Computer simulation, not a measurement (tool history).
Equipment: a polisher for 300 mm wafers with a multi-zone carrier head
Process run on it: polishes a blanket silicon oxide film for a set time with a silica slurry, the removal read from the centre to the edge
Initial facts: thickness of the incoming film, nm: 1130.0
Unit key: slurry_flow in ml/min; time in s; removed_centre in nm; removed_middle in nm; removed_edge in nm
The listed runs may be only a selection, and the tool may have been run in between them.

run,hour,slurry_flow,centre_zone,middle_zone,edge_zone,slurry_solids,time,removed_centre,removed_middle,removed_edge
1,0,155,1,1,1,1,37,119.08,120.06,116.68
2,9,155,1,1,1,1,30,96.838,98.046,94.042
3,17.1,155,0.96,1,1,1,30,94.338,98.445,95.591
4,19.6,155,0.96,1.04,1,1,30,94.408,100.51,92.044
5,20.2,170,0.96,1.04,1,1,30,95.155,103.54,96.425
6,23.7,140,0.96,1.04,1,1,30,89.916,100.28,95.859
7,24.4,145,0.93,1.05,0.98,0.9,30,84.214,91.623,86.684
8,29.4,140,0.9,1.08,0.95,0.9,30,80.414,95.597,86.972

Estimate the outcome of run 9 from the log above:
9,32.9,140,0.89,1.09,0.93,0.85,30,?,?,?

removed_centre: 76.129 nm
removed_middle: 92.041 nm
removed_edge: 80.515 nm
